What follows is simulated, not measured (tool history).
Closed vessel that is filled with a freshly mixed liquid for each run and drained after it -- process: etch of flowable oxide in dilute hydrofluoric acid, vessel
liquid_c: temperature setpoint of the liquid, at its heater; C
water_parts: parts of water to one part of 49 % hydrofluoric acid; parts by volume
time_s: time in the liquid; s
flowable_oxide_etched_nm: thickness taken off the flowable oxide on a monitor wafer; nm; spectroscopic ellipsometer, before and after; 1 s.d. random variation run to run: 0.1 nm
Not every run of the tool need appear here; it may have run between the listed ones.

| run | hour | liquid_c | water_parts | time_s | flowable_oxide_etched_nm |
|---|---|---|---|---|---|
| 1 | 0 | 25 | 255 | 180 | 19.12 |
| 2 | 0.7 | 25 | 190 | 180 | 27.795 |
| 3 | 9.4 | 27.5 | 190 | 180 | 30.122 |
| 4 | 18.4 | 27.5 | 135 | 180 | 45.158 |
| 5 | 21.1 | 29.5 | 135 | 180 | 49.201 |
| 6 | 25 | 31 | 135 | 180 | 51.786 |
| 7 | 25.8 | 29.5 | 155 | 180 | 41.215 |
| 8 | 34.2 | 28 | 175 | 180 | 34.03 |
| 9 | 36.3 | 26.5 | 190 | 180 | 29.026 |
| 10 | 38.1 | 22.5 | 295 | 175 | 14.204 |

For run 11, what comes out?
| 11 | 43.8 | 22 | 300 | 175 | ? |

{"run 11": {"flowable_oxide_etched_nm": 13.53}}
